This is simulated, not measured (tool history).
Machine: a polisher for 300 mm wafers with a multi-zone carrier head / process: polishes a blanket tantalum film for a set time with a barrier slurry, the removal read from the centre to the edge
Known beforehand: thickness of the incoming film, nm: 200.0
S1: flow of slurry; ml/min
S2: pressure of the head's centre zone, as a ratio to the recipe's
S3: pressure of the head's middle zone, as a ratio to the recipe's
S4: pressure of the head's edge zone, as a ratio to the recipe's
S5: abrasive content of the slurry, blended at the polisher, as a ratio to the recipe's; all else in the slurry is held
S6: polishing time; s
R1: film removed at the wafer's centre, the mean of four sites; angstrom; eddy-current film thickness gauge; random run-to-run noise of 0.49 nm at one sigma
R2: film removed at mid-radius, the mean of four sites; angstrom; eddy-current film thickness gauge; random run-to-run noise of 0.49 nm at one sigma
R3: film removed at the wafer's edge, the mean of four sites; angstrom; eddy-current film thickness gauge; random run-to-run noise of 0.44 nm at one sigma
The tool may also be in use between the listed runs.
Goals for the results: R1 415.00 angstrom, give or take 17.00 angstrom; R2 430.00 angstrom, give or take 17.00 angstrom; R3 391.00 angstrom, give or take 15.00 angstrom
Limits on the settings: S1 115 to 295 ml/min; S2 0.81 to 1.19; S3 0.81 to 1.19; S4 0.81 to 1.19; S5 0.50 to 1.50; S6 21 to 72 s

Run 1, day 0.000: S1 190 ml/min, S2 1.00, S3 1.00, S4 1.00, S5 1.00, S6 46 s. Result: R1 568.19 angstrom, R2 588.44 angstrom, R3 585.62 angstrom.
Run 2, day 0.250: S1 235 ml/min, S2 1.00, S3 1.00, S4 1.00, S5 1.00, S6 46 s. Result: R1 584.50 angstrom, R2 599.67 angstrom, R3 598.54 angstrom.
Run 3, day 0.388: S1 230 ml/min, S2 1.00, S3 1.00, S4 0.96, S5 0.90, S6 44 s. Result: R1 541.40 angstrom, R2 554.84 angstrom, R3 550.04 angstrom.
Run 4, day 0.558: S1 225 ml/min, S2 1.01, S3 1.01, S4 0.93, S5 0.80, S6 42 s. Result: R1 484.27 angstrom, R2 508.14 angstrom, R3 481.00 angstrom.
Run 5, day 0.721: S1 225 ml/min, S2 1.01, S3 1.01, S4 0.93, S5 0.60, S6 42 s. Result: R1 415.19 angstrom, R2 425.10 angstrom, R3 413.45 angstrom.
Run 6, day 0.988: S1 225 ml/min, S2 1.01, S3 1.01, S4 0.93, S5 0.60, S6 34 s. Result: R1 337.73 angstrom, R2 343.93 angstrom, R3 324.73 angstrom.
Run 7, day 1.033: S1 250 ml/min, S2 1.10, S3 1.11, S4 1.03, S5 0.85, S6 35 s. Result: R1 455.97 angstrom, R2 469.74 angstrom, R3 434.55 angstrom.
Run 8, day 1.175: S1 240 ml/min, S2 1.09, S3 1.10, S4 1.01, S5 0.85, S6 35 s. Result: R1 454.96 angstrom, R2 454.86 angstrom, R3 430.10 angstrom.
Run 9, day 1.212: S1 235 ml/min, S2 1.08, S3 1.10, S4 0.99, S5 0.85, S6 35 s. Result: R1 443.89 angstrom, R2 466.02 angstrom, R3 434.68 angstrom.
Run 10, day 1.271: S1 235 ml/min, S2 1.08, S3 1.10, S4 0.98, S5 0.80, S6 35 s. Result: R1 426.51 angstrom, R2 447.02 angstrom, R3 414.96 angstrom.
Run 11, day 1.583: S1 235 ml/min, S2 1.08, S3 1.10, S4 0.97, S5 0.80, S6 35 s. Result: R1 437.66 angstrom, R2 443.32 angstrom, R3 417.11 angstrom.

Which one of the following 5 next-run settings gets every result inside its allowed miss? There is exactly one.
Run A, day 1.896: S1 250 ml/min, S2 1.06, S3 1.15, S4 0.95, S5 0.85, S6 34 s. Result: R1 ?, R2 ?, R3 ?.
Run B, day 1.896: S1 265 ml/min, S2 1.06, S3 1.09, S4 0.94, S5 1.15, S6 29 s. Result: R1 ?, R2 ?, R3 ?.
Run C, day 1.896: S1 240 ml/min, S2 1.01, S3 1.13, S4 1.05, S5 0.55, S6 44 s. Result: R1 ?, R2 ?, R3 ?.
Run D, day 1.896: S1 225 ml/min, S2 1.19, S3 1.03, S4 1.03, S5 0.80, S6 36 s. Result: R1 ?, R2 ?, R3 ?.
Run E, day 1.896: S1 235 ml/min, S2 1.14, S3 1.06, S4 0.98, S5 0.85, S6 34 s. Result: R1 ?, R2 ?, R3 ?.

move      R1      R2      R3
   A  432.14  468.87  412.30
   B  414.07  431.50  392.57
   C  421.00  466.52  436.87
   D  476.02  439.10  437.90
   E  450.76  437.70  416.38
A: its largest miss is bigger than the last run's
B: every result lands within tolerance
C: its largest miss is bigger than the last run's
D: its largest miss is bigger than the last run's
E: its largest miss is bigger than the last run's
B meets every target.
